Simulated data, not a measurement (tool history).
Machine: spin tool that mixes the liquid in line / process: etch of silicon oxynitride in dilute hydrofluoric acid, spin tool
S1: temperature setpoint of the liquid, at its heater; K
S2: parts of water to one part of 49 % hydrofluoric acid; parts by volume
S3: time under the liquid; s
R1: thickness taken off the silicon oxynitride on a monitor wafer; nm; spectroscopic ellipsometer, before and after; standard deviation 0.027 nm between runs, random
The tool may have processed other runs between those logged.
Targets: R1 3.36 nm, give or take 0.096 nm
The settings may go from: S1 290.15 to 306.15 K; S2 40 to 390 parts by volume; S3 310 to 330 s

run	hour	S1	S2	S3	R1
1	0	298.15	215	310	4.4139
2	4.2	298.15	215	310	4.4139
3	9.6	298.15	145	310	6.8434
4	13	294.65	145	310	5.8746
5	19.1	293.65	155	310	5.1122
6	21.9	293.65	155	330	5.5197
7	23	293.15	165	330	4.9229
8	28.6	292.65	170	330	4.7433
9	32.9	292.15	175	330	4.5175
10	39.3	292.15	175	330	4.4849
11	45.6	291.65	180	330	4.2068
12	48.3	290.15	215	330	3.2628

Exercise: of the 5 proposed moves below, exactly one satisfies all targets within the stated allowed misses. Which move is it?
A	51	292.15	215	325	?
B	51	290.65	225	330	?
C	51	291.15	215	310	?
D	51	290.15	200	330	?
E	51	290.65	215	330	?

move	R1
A	3.4908
B	3.138
C	3.1773
D	3.4984
E	3.3033
A: takes the biggest miss from the last run beyond its target
B: lands further from the targets than the last run did
C: lands further from the targets than the last run did
D: takes the biggest miss from the last run beyond its target
E: every result within its allowed miss
Correct choice: E, which meets every target
